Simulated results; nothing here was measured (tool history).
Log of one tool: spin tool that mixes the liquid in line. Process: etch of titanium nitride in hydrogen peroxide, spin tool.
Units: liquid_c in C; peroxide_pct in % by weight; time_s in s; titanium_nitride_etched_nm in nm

run,hour,liquid_c,peroxide_pct,time_s,titanium_nitride_etched_nm
1,0.0,47.0,23.0,260,5.2882
2,7.2,47.0,18.5,260,5.0547
3,9.0,45.5,18.5,260,4.5330
4,10.9,44.0,18.5,260,4.0664
5,17.3,44.0,18.5,260,4.0626
6,25.8,43.0,18.5,260,3.7568
7,34.9,42.0,18.5,260,3.4878

Run 8 comes next. What will it give?
8,42.8,41.5,18.5,260,?

titanium_nitride_etched_nm: 3.3627 nm
